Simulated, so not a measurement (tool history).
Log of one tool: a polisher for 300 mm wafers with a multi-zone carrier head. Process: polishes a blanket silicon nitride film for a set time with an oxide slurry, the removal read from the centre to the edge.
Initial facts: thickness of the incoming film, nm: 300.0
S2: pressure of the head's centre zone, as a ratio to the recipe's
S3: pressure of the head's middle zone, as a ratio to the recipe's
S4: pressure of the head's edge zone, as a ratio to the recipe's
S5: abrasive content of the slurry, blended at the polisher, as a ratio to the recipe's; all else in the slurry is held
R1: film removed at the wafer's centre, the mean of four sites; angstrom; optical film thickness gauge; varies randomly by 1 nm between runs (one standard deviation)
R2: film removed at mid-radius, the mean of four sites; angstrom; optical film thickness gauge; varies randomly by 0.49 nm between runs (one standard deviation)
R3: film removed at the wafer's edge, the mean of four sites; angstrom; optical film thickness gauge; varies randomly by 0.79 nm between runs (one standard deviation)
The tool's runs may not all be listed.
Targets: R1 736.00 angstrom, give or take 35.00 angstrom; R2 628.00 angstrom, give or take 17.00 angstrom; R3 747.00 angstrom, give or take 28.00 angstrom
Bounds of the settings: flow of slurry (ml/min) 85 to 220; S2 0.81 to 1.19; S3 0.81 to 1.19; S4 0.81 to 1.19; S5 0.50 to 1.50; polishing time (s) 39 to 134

run 1 hour=0.0 | flow_of_slurry_(ml/min)=140 S2=1.00 S3=1.00 S4=1.00 S5=1.00 polishing_time_(s)=86 | R1=536.57 R2=594.48 R3=600.33
run 2 hour=5.0 | flow_of_slurry_(ml/min)=150 S2=1.03 S3=0.98 S4=1.03 S5=1.05 polishing_time_(s)=86 | R1=575.46 R2=604.53 R3=638.66
run 3 hour=12.5 | flow_of_slurry_(ml/min)=160 S2=1.06 S3=0.97 S4=1.05 S5=1.05 polishing_time_(s)=86 | R1=589.63 R2=597.35 R3=634.17
run 4 hour=14.7 | flow_of_slurry_(ml/min)=160 S2=1.06 S3=0.97 S4=1.05 S5=1.25 polishing_time_(s)=86 | R1=622.92 R2=640.91 R3=672.47
run 5 hour=19.0 | flow_of_slurry_(ml/min)=160 S2=1.06 S3=0.97 S4=1.05 S5=1.25 polishing_time_(s)=76 | R1=549.55 R2=559.95 R3=590.89
run 6 hour=21.1 | flow_of_slurry_(ml/min)=160 S2=1.06 S3=0.97 S4=1.00 S5=1.25 polishing_time_(s)=76 | R1=552.17 R2=556.69 R3=586.00
run 7 hour=28.4 | flow_of_slurry_(ml/min)=165 S2=1.08 S3=0.95 S4=1.02 S5=1.30 polishing_time_(s)=78 | R1=581.62 R2=568.75 R3=607.58
-- hour=36.9 centre zone pressure recalibrated
run 8 hour=36.9 | flow_of_slurry_(ml/min)=170 S2=1.10 S3=0.93 S4=1.05 S5=1.35 polishing_time_(s)=80 | R1=634.88 R2=582.94 R3=643.37
run 9 hour=39.3 | flow_of_slurry_(ml/min)=175 S2=1.10 S3=0.92 S4=1.07 S5=1.40 polishing_time_(s)=81 | R1=671.04 R2=595.97 R3=675.79
run 10 hour=41.7 | flow_of_slurry_(ml/min)=180 S2=1.10 S3=0.92 S4=1.09 S5=1.40 polishing_time_(s)=81 | R1=674.94 R2=590.00 R3=666.21
run 11 hour=43.9 | flow_of_slurry_(ml/min)=175 S2=1.10 S3=0.91 S4=1.10 S5=1.40 polishing_time_(s)=82 | R1=680.77 R2=592.34 R3=683.68
run 12 hour=51.7 | flow_of_slurry_(ml/min)=175 S2=1.10 S3=0.91 S4=1.11 S5=1.40 polishing_time_(s)=82 | R1=663.87 R2=595.12 R3=694.58
run 13 hour=58.5 | flow_of_slurry_(ml/min)=180 S2=1.11 S3=0.91 S4=1.12 S5=1.40 polishing_time_(s)=82 | R1=681.56 R2=606.38 R3=686.83

4 candidate next runs follow, results not yet known. Just one meets every target within its allowed miss. Identify it.
run A hour=65.3 | flow_of_slurry_(ml/min)=175 S2=1.12 S3=0.85 S4=1.11 S5=1.50 polishing_time_(s)=94 | R1=? R2=? R3=?
run B hour=65.3 | flow_of_slurry_(ml/min)=135 S2=1.11 S3=0.90 S4=1.13 S5=1.50 polishing_time_(s)=90 | R1=? R2=? R3=?
run C hour=65.3 | flow_of_slurry_(ml/min)=175 S2=1.08 S3=0.95 S4=1.13 S5=1.50 polishing_time_(s)=88 | R1=? R2=? R3=?
run D hour=65.3 | flow_of_slurry_(ml/min)=190 S2=1.17 S3=1.07 S4=1.16 S5=1.40 polishing_time_(s)=72 | R1=? R2=? R3=?

move=A R1=790.00 R2=660.50 R3=794.32
move=B R1=708.85 R2=629.23 R3=737.59
move=C R1=721.96 R2=678.18 R3=748.39
move=D R1=622.22 R2=609.98 R3=612.79
A: the result that was furthest off in the last run now lies on the other side of its target
B: meets every target
C: brings the last run's worst result on target, with another outside its allowed miss
D: misses by more than the last run did
So the answer is move B, the one that meets all the targets.
